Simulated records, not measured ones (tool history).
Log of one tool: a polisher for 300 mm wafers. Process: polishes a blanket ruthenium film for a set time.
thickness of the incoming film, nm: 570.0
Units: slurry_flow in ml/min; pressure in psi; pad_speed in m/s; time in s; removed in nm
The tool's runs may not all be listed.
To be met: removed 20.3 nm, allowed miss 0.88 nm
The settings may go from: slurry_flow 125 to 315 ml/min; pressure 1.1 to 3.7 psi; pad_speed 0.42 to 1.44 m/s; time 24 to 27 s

| run | day | slurry_flow | pressure | pad_speed | time | removed |
|---|---|---|---|---|---|---|
| 1 | 0 | 205 | 2.4 | 0.92 | 27 | 30.429 |
| 2 | 0.2 | 205 | 2.2 | 0.92 | 27 | 28.273 |
| 3 | 0.279 | 205 | 2 | 0.92 | 27 | 25.263 |
| 4 | 0.65 | 205 | 2 | 1.14 | 27 | 31.978 |
| 5 | 0.925 | 205 | 2 | 1.14 | 24 | 28.493 |
| 6 | 1.288 | 205 | 2 | 1.22 | 24 | 30.651 |
| 7 | 1.308 | 205 | 1.8 | 1.22 | 24 | 27.459 |
| 8 | 1.392 | 205 | 1.6 | 1.22 | 24 | 24.196 |
| 9 | 1.6 | 205 | 1.6 | 1.22 | 24 | 24.235 |
| 10 | 1.746 | 205 | 1.1 | 1.2 | 24 | 16.953 |
| 11 | 1.938 | 205 | 1.2 | 1.2 | 24 | 18.172 |
| 12 | 2.267 | 205 | 1.2 | 1.2 | 24 | 17.697 |

5 next moves are on the table. One of them brings every result within its allowed miss. Which?
| A | 2.596 | 245 | 1.3 | 0.92 | 26 | ? |
| B | 2.596 | 175 | 1.1 | 1.32 | 24 | ? |
| C | 2.596 | 195 | 1.3 | 1.16 | 26 | ? |
| D | 2.596 | 225 | 1.1 | 1.16 | 24 | ? |
| E | 2.596 | 125 | 1.2 | 1 | 25 | ? |

| move | removed |
|---|---|
| A | 16.433 |
| B | 17.576 |
| C | 19.981 |
| D | 16.074 |
| E | 14.127 |
A: further off than the last run
B: as far off as the last run
C: meets every target
D: further off than the last run
E: further off than the last run
Move C is the one to make.
